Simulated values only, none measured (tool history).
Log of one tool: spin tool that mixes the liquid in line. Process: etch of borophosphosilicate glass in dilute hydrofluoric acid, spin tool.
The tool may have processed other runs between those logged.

run  hour  temperature setpoint of the liquid (C)  parts of water to one part of 49 % hydrofluoric acid (parts by volume)  time under the liquid (s)  thickness taken off the borophosphosilicate glass on a monitor wafer (nm)
  1   0.0                                    25.0                                                                     115                         80                                                                     23.369
  2   4.0                                    21.5                                                                     115                         80                                                                     20.462
  3  11.9                                    24.5                                                                     100                         80                                                                     26.845
  4  15.4                                    24.5                                                                      65                         80                                                                     42.815
  5  23.7                                    26.0                                                                      65                         80                                                                     45.589
  6  31.9                                    26.0                                                                      20                         80                                                                    156.640

What does the tool deliver on the next run?
  7  34.6                                    23.5                                                                      30                         80                                                                          ?

Run 7 yielded thickness taken off the borophosphosilicate glass on a monitor wafer (nm) 93.881.
